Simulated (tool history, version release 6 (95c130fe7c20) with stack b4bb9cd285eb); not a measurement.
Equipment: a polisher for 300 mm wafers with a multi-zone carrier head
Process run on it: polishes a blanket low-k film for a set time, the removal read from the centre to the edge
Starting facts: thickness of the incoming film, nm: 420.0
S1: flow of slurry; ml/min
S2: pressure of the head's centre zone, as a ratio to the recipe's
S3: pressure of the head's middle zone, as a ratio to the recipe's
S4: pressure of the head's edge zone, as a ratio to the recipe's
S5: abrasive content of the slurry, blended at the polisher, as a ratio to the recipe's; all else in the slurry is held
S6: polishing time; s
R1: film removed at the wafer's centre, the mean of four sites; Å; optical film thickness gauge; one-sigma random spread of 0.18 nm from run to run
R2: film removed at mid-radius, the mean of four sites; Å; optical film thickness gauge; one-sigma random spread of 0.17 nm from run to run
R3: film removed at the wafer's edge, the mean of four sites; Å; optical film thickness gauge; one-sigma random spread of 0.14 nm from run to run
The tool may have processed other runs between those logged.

run,day,S1,S2,S3,S4,S5,S6,R1,R2,R3
1,0.000,210,1.00,1.00,1.00,1.00,68,386.30,379.74,384.95
2,0.267,205,0.99,1.00,0.97,0.90,63,326.51,329.18,327.16
3,0.429,205,0.99,1.00,1.02,0.90,63,327.56,328.74,329.69
4,0.625,200,0.99,1.00,1.01,0.80,60,290.38,294.98,292.98
5,0.867,195,0.99,1.00,0.99,0.75,58,261.89,268.23,262.44
6,1.196,185,0.99,0.99,0.96,0.70,58,248.58,243.39,246.60
7,1.383,180,0.98,1.00,0.93,0.65,58,228.37,233.52,230.16
8,1.754,175,0.98,1.01,0.91,0.65,58,235.69,236.16,224.50
9,1.946,140,0.88,0.94,0.81,0.50,55,142.06,152.70,153.23
10,1.971,175,0.89,0.95,0.81,0.50,55,151.74,162.47,156.86
11,2.004,190,0.90,0.96,0.83,0.50,54,150.18,162.07,157.25
12,2.062,190,0.92,0.98,0.85,0.50,53,151.43,159.01,155.14
13,2.154,190,0.94,1.01,0.88,0.50,53,154.73,163.58,158.07

Forecast run 14:
14,2.267,195,0.96,1.03,0.90,0.50,53,?,?,?

Logged for run 14: R1 155.95 Å, R2 166.90 Å, R3 157.58 Å.
